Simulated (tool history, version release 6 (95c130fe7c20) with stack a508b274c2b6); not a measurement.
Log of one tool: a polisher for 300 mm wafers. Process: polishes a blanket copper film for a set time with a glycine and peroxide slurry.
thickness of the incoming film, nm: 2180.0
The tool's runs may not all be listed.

run  hour  flow of slurry (ml/min)  pressure of the wafer on the pad (psi)  speed of the pad under the wafer (m/s)  polishing time (s)  film removed (Å)
  1   0.0                      150                                     3.2                                    0.94                 120            7433.9
  2   6.2                      125                                     3.2                                    0.94                 120            7291.3
  3  13.8                      125                                     3.2                                    0.84                 120            6680.5
  4  22.7                      150                                     3.2                                    0.84                 120            6809.3
  5  26.4                      150                                     3.1                                    0.84                 120            6611.7
  6  32.5                      150                                     3.1                                    0.84                 126            7003.4
  7  35.6                      150                                     3.0                                    0.84                 126            6816.3

Forecast run 8:
  8  41.8                      150                                     3.0                                    0.84                 126                 ?

Run 8 gave film removed (Å) 6795.7.
